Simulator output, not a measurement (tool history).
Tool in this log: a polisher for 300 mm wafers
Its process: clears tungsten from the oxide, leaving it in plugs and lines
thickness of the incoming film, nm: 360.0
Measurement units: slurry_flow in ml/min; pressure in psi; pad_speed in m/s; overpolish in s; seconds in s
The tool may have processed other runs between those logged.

| run | hour | slurry_flow | pressure | pad_speed | slurry_solids | overpolish | seconds |
|---|---|---|---|---|---|---|---|
| 1 | 0 | 305 | 3 | 1.18 | 1 | 3 | 101.08 |
| 2 | 3.4 | 305 | 3.7 | 1.18 | 1 | 3 | 82.015 |
| 3 | 7.3 | 305 | 3.7 | 1.44 | 1 | 3 | 68.178 |
| 4 | 14.1 | 305 | 3.7 | 1.44 | 1 | 3 | 67.877 |
| 5 | 18.9 | 305 | 3 | 1.34 | 1 | 3 | 89.516 |
| 6 | 19.8 | 305 | 3.4 | 1.34 | 1 | 3 | 78.343 |

Predict the results of run 7:
| 7 | 20.9 | 305 | 2.8 | 1.26 | 1 | 3 | ? |

{"run 7": {"seconds": 101.53}}
